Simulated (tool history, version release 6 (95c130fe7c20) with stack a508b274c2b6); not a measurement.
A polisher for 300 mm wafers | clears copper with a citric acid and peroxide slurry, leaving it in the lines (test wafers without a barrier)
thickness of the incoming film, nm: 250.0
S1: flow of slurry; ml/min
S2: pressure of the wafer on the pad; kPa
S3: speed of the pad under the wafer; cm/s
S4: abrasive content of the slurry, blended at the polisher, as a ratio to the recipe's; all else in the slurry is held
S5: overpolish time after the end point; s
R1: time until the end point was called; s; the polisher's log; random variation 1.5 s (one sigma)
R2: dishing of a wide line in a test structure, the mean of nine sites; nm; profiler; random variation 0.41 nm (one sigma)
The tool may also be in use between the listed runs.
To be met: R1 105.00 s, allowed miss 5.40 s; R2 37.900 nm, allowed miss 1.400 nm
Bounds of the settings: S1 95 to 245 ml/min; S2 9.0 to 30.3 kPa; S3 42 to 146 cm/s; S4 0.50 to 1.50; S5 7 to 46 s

Run 1, day 0.000: S1 155 ml/min, S2 19.3 kPa, S3 94 cm/s, S4 1.00, S5 24 s. Result: R1 159.09 s, R2 25.094 nm.
Run 2, day 0.225: S1 155 ml/min, S2 15.9 kPa, S3 94 cm/s, S4 1.00, S5 24 s. Result: R1 190.19 s, R2 21.273 nm.
Run 3, day 0.429: S1 155 ml/min, S2 20.0 kPa, S3 94 cm/s, S4 1.00, S5 24 s. Result: R1 153.22 s, R2 24.922 nm.
Run 4, day 0.783: S1 155 ml/min, S2 20.0 kPa, S3 94 cm/s, S4 0.85, S5 24 s. Result: R1 151.80 s, R2 24.897 nm.
Run 5, day 1.050: S1 155 ml/min, S2 20.0 kPa, S3 94 cm/s, S4 0.85, S5 17 s. Result: R1 154.70 s, R2 19.023 nm.
Run 6, day 1.221: S1 150 ml/min, S2 21.4 kPa, S3 94 cm/s, S4 0.85, S5 19 s. Result: R1 146.54 s, R2 22.065 nm.
Run 7, day 1.288: S1 145 ml/min, S2 22.8 kPa, S3 94 cm/s, S4 0.85, S5 20 s. Result: R1 140.74 s, R2 23.861 nm.
Run 8, day 1.533: S1 145 ml/min, S2 24.1 kPa, S3 94 cm/s, S4 0.85, S5 21 s. Result: R1 132.33 s, R2 26.485 nm.
Run 9, day 1.796: S1 145 ml/min, S2 24.1 kPa, S3 94 cm/s, S4 0.85, S5 21 s. Result: R1 131.07 s, R2 26.201 nm.
Run 10, day 2.146: S1 145 ml/min, S2 24.8 kPa, S3 94 cm/s, S4 0.85, S5 22 s. Result: R1 125.11 s, R2 28.087 nm.
Run 11, day 2.296: S1 145 ml/min, S2 24.8 kPa, S3 94 cm/s, S4 0.85, S5 22 s. Result: R1 128.08 s, R2 27.571 nm.
Run 12, day 2.604: S1 145 ml/min, S2 24.8 kPa, S3 94 cm/s, S4 0.85, S5 22 s. Result: R1 128.36 s, R2 27.946 nm.
Run 13, day 2.688: S1 145 ml/min, S2 25.5 kPa, S3 94 cm/s, S4 0.85, S5 23 s. Result: R1 121.79 s, R2 29.575 nm.
Run 14, day 2.983: S1 145 ml/min, S2 25.5 kPa, S3 94 cm/s, S4 0.85, S5 23 s. Result: R1 121.78 s, R2 29.897 nm.
Run 15, day 3.308: S1 145 ml/min, S2 26.2 kPa, S3 94 cm/s, S4 0.85, S5 24 s. Result: R1 122.03 s, R2 31.304 nm.
Run 16, day 3.667: S1 145 ml/min, S2 26.9 kPa, S3 94 cm/s, S4 0.85, S5 24 s. Result: R1 116.35 s, R2 32.141 nm.
Run 17, day 3.821: S1 150 ml/min, S2 28.3 kPa, S3 94 cm/s, S4 0.85, S5 25 s. Result: R1 113.68 s, R2 34.081 nm.
Run 18, day 4.054: S1 145 ml/min, S2 28.3 kPa, S3 94 cm/s, S4 0.85, S5 25 s. Result: R1 111.36 s, R2 34.142 nm.
Run 19, day 4.138: S1 145 ml/min, S2 29.0 kPa, S3 94 cm/s, S4 0.85, S5 26 s. Result: R1 107.66 s, R2 35.960 nm.

Which of these 4 next moves meets every target?
Run A, day 4.221: S1 155 ml/min, S2 29.6 kPa, S3 96 cm/s, S4 0.90, S5 22 s. Result: R1 ?, R2 ?.
Run B, day 4.221: S1 140 ml/min, S2 27.6 kPa, S3 106 cm/s, S4 0.65, S5 24 s. Result: R1 ?, R2 ?.
Run C, day 4.221: S1 125 ml/min, S2 29.6 kPa, S3 100 cm/s, S4 0.75, S5 27 s. Result: R1 ?, R2 ?.
Run D, day 4.221: S1 180 ml/min, S2 29.6 kPa, S3 90 cm/s, S4 0.80, S5 25 s. Result: R1 ?, R2 ?.

move      R1      R2
   A  106.73  33.335
   B  109.77  34.764
   C  108.40  38.489
   D  113.10  35.193
A: further off than the last run
B: further off than the last run
C: meets every target
D: further off than the last run
The right move is C.

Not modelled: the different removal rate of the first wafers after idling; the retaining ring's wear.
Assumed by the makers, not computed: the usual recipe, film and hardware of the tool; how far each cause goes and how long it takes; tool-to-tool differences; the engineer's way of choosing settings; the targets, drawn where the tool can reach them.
